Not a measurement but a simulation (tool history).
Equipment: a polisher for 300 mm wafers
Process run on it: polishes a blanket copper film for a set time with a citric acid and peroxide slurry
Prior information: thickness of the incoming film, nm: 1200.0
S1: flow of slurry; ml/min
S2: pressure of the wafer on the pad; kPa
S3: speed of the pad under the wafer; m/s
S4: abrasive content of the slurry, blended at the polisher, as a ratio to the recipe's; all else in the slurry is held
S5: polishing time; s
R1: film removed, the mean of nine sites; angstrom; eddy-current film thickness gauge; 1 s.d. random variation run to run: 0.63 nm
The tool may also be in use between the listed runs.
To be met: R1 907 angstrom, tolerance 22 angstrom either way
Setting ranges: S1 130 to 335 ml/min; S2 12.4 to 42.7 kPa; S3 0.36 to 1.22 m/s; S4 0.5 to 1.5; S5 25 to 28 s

{"run": 1, "hour": 0.0, "S1": 215, "S2": 27.6, "S3": 0.78, "S4": 1, "S5": 28, "R1": 724.89}
{"run": 2, "hour": 3.8, "S1": 220, "S2": 29, "S3": 0.78, "S4": 1, "S5": 28, "R1": 766.06}
{"run": 3, "hour": 7.2, "S1": 225, "S2": 29.6, "S3": 0.78, "S4": 1, "S5": 28, "R1": 783.47}
{"run": 4, "hour": 12.6, "S1": 230, "S2": 30.3, "S3": 0.78, "S4": 1, "S5": 28, "R1": 800.76}
{"run": 5, "hour": 21.6, "S1": 230, "S2": 31, "S3": 0.78, "S4": 1, "S5": 28, "R1": 823.97}
{"run": 6, "hour": 22.4, "S1": 230, "S2": 31, "S3": 0.78, "S4": 1, "S5": 25, "R1": 735.28}
{"run": 7, "hour": 25.1, "S1": 230, "S2": 31, "S3": 0.78, "S4": 1, "S5": 25, "R1": 731.96}
{"run": 8, "hour": 31.7, "S1": 230, "S2": 31, "S3": 0.78, "S4": 1, "S5": 25, "R1": 731.76}
{"run": 9, "hour": 33.3, "S1": 230, "S2": 32.4, "S3": 0.78, "S4": 1, "S5": 25, "R1": 767.97}
{"run": 10, "hour": 37.5, "S1": 230, "S2": 33.8, "S3": 0.78, "S4": 1, "S5": 25, "R1": 787.58}
{"run": 11, "hour": 42.2, "S1": 240, "S2": 34.5, "S3": 0.78, "S4": 1, "S5": 25, "R1": 817.14}
{"run": 12, "hour": 50.5, "S1": 245, "S2": 35.2, "S3": 0.78, "S4": 1, "S5": 25, "R1": 820.33}
{"run": 13, "hour": 57.2, "S1": 245, "S2": 35.2, "S3": 0.78, "S4": 1, "S5": 25, "R1": 835.97}

Which of these 4 next moves meets every target?
{"run": "A", "hour": 63.9, "S1": 250, "S2": 35.9, "S3": 0.68, "S4": 1.05, "S5": 26, "R1": "?"}
{"run": "B", "hour": 63.9, "S1": 265, "S2": 35.9, "S3": 0.72, "S4": 0.95, "S5": 26, "R1": "?"}
{"run": "C", "hour": 63.9, "S1": 230, "S2": 36.5, "S3": 0.7, "S4": 1.05, "S5": 26, "R1": "?"}
{"run": "D", "hour": 63.9, "S1": 240, "S2": 35.9, "S3": 0.72, "S4": 1.05, "S5": 28, "R1": "?"}

move=A R1=813.06
move=B R1=834.23
move=C R1=840.42
move=D R1=914.81
A: moves away from the targets compared with the last run
B: just as far off the targets as the last run
C: better than the last run, though not everything is in spec
D: each result inside its tolerance
D meets every target.

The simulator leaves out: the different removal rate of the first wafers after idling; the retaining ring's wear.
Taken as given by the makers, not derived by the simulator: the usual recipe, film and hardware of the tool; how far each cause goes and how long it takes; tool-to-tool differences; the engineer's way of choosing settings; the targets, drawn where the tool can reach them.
